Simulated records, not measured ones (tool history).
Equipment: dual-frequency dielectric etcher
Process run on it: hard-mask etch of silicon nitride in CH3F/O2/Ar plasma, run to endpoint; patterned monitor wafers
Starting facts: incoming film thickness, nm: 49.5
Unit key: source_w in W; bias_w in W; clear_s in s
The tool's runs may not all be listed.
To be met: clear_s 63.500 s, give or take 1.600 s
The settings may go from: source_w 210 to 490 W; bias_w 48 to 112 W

Run 1, hour 0.0: source_w 350 W, bias_w 80 W. Result: clear_s 73.162 s.
Run 2, hour 4.3: source_w 310 W, bias_w 80 W. Result: clear_s 75.842 s.
Run 3, hour 4.9: source_w 310 W, bias_w 71 W. Result: clear_s 78.301 s.
Run 4, hour 8.9: source_w 340 W, bias_w 71 W. Result: clear_s 76.760 s.
Run 5, hour 11.4: source_w 300 W, bias_w 71 W. Result: clear_s 79.979 s.
Run 6, hour 16.4: source_w 300 W, bias_w 57 W. Result: clear_s 86.584 s.
Run 7, hour 22.2: source_w 320 W, bias_w 60 W. Result: clear_s 83.415 s.
At hour 28.3: bias power generator calibrated.
Run 8, hour 28.3: source_w 340 W, bias_w 63 W. Result: clear_s 78.919 s.
Run 9, hour 32.2: source_w 410 W, bias_w 69 W. Result: clear_s 72.294 s.
Run 10, hour 35.5: source_w 420 W, bias_w 71 W. Result: clear_s 70.428 s.
Run 11, hour 36.9: source_w 430 W, bias_w 72 W. Result: clear_s 69.655 s.
Run 12, hour 41.2: source_w 440 W, bias_w 73 W. Result: clear_s 67.930 s.

Of the 5 settings listed for the next run, only one would bring every result within its allowed miss of target. Which one?
Run A, hour 45.5: source_w 410 W, bias_w 95 W. Result: clear_s ?.
Run B, hour 45.5: source_w 440 W, bias_w 55 W. Result: clear_s ?.
Run C, hour 45.5: source_w 380 W, bias_w 79 W. Result: clear_s ?.
Run D, hour 45.5: source_w 380 W, bias_w 61 W. Result: clear_s ?.
Run E, hour 45.5: source_w 490 W, bias_w 89 W. Result: clear_s ?.

move  clear_s
   A   63.056
   B   75.033
   C   69.382
   D   76.234
   E   60.750
A: every result lands within tolerance
B: the biggest miss grows against the last run
C: the biggest miss grows against the last run
D: the biggest miss grows against the last run
E: pushes the last run's worst result past its target
A meets every target.

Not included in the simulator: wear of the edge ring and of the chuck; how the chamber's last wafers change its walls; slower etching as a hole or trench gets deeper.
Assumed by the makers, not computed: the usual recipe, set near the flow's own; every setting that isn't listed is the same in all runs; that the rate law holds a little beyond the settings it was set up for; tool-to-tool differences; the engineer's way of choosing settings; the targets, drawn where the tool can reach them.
